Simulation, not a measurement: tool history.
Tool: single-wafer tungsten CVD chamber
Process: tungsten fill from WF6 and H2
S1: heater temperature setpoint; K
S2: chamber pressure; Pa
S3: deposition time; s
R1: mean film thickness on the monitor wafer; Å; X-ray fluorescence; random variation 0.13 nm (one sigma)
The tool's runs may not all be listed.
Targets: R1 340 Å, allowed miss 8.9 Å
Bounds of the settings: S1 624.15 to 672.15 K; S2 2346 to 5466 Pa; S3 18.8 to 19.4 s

run 1 hour=0 | S1=648.15 S2=3906 S3=18.8 | R1=301.67
run 2 hour=4.2 | S1=649.15 S2=3920 S3=18.8 | R1=309.71
run 3 hour=7 | S1=649.15 S2=3306 S3=18.8 | R1=281.19
run 4 hour=15.5 | S1=651.15 S2=3320 S3=18.8 | R1=295.68
run 5 hour=17.4 | S1=647.15 S2=3320 S3=18.8 | R1=268.86
run 6 hour=24.6 | S1=647.15 S2=3320 S3=19.4 | R1=279.07
run 7 hour=33 | S1=658.15 S2=3373 S3=19.4 | R1=360.46
run 8 hour=40.4 | S1=657.15 S2=3373 S3=19.4 | R1=352.93
run 9 hour=47.1 | S1=657.15 S2=3373 S3=19.4 | R1=351.47

Which of these 5 next moves meets every target?
run A hour=53.8 | S1=660.15 S2=2973 S3=18.8 | R1=?
run B hour=53.8 | S1=662.15 S2=3173 S3=18.8 | R1=?
run C hour=53.8 | S1=661.15 S2=3173 S3=19 | R1=?
run D hour=53.8 | S1=660.15 S2=3186 S3=19.4 | R1=?
run E hour=53.8 | S1=657.15 S2=3613 S3=19.3 | R1=?

move=A R1=340.37
move=B R1=369.69
move=C R1=365.57
move=D R1=365.96
move=E R1=365.85
A: meets every target
B: further off than the last run
C: further off than the last run
D: further off than the last run
E: further off than the last run
The right move is A.
